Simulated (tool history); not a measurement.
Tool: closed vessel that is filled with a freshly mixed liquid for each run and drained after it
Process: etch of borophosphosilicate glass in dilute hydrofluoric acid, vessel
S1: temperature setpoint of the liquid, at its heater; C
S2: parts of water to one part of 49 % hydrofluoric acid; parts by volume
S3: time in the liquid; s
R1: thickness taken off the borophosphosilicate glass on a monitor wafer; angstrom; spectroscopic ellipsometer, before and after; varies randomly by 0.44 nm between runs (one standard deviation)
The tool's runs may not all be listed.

run  hour  S1   S2   S3       R1
  1   0.0  22  185  160   229.53
  2   3.8  22  185  170   238.90
  3   7.0  20  185  170   222.07
  4   8.1  23  155  170   308.29
  5  11.7  25  130  170   412.97
  6  19.0  25  130  160   390.29
  7  25.9  29   60  160  1086.60

Predict the results of run 8:
  8  28.4  25  60  160   ?

{"run 8": {"R1": 923.84}}

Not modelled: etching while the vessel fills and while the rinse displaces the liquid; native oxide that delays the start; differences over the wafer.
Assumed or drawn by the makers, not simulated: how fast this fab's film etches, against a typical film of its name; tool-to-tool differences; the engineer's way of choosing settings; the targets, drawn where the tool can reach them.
